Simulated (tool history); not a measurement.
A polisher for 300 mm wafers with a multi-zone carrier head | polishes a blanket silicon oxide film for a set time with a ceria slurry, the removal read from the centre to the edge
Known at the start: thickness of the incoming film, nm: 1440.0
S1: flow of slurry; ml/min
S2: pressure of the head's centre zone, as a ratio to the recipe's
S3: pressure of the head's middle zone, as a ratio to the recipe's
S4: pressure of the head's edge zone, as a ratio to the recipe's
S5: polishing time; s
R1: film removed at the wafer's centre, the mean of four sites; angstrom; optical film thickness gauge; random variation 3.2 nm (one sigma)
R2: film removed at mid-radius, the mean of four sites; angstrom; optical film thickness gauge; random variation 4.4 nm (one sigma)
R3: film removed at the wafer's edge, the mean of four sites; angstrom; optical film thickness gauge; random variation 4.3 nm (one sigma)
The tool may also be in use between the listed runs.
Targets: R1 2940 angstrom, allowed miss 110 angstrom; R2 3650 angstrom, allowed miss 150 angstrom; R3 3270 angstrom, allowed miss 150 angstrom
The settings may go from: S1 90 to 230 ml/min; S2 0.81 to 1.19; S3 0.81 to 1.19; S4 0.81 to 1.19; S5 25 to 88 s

run  hour   S1    S2    S3    S4  S5      R1      R2      R3
  1     0  150     1     1     1  56  3969.9  4152.7  4001.5
  2   1.8  145  0.98     1  0.98  55  3861.3  4059.2  3791.4
  3   3.1  145  0.98     1  1.07  55  3811.8  4028.4  3938.1
  4   8.3  140  0.96     1  1.06  54  3699.6  3908.7  3951.8
  5   9.7  140  1.01     1  1.06  54  3851.9  3903.1  3869.3
  6  18.6  140  0.99  1.01  1.04  53  3716.9  3938.7    3806
  7  26.4  140  0.97  1.01  1.02  52  3564.8  3766.4  3690.8
  8  28.9  110  0.87  1.11  0.92  49  2805.6  3629.7  3202.3

Which of these 5 next moves meets every target?
  A  31.4   90  0.86  1.01  0.98  50   ?   ?   ?
  B  31.4  110  0.89   1.1  0.89  50   ?   ?   ?
  C  31.4  105  0.95  1.12  0.85  45   ?   ?   ?
  D  31.4   90  0.84  1.09  0.95  53   ?   ?   ?
  E  31.4  120  0.91  1.19  0.82  44   ?   ?   ?

move      R1      R2      R3
   A  2611.5  3259.7  3173.1
   B  2929.7  3755.6  3240.2
   C  2769.8  3382.2  2855.5
   D  2704.7  3687.2  3333.3
   E  2714.8  3626.1  2842.7
A: further off than the last run
B: meets every target
C: further off than the last run
D: further off than the last run
E: further off than the last run
Answer: B
